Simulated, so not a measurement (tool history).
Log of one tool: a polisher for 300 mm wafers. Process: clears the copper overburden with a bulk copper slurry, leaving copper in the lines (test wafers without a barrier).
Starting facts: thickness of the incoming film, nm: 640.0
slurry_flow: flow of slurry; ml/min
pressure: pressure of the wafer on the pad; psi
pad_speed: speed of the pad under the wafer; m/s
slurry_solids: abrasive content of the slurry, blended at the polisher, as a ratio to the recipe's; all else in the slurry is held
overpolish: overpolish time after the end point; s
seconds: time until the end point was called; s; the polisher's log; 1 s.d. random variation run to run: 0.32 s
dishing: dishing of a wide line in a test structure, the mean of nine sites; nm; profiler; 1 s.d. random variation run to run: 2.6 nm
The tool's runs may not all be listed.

run,hour,slurry_flow,pressure,pad_speed,slurry_solids,overpolish,seconds,dishing
1,0,290,3.3,1.1,1,18,41.291,95.185
2,6.8,320,3.3,1.1,1,18,40.728,97.431
3,10.9,320,2.8,1.1,1,18,46.237,90.906
4,16.4,320,2.8,1.1,1,14,46.673,80.461
5,24.2,320,2.8,1.1,0.8,14,49.865,73.644
6,29.8,325,3.1,1.1,0.85,17,46.388,89.105

Expected results for the next run?
7,37,330,3.4,1.1,0.85,18,?,?

{"run 7": {"seconds": 41.567, "dishing": 98.072}}

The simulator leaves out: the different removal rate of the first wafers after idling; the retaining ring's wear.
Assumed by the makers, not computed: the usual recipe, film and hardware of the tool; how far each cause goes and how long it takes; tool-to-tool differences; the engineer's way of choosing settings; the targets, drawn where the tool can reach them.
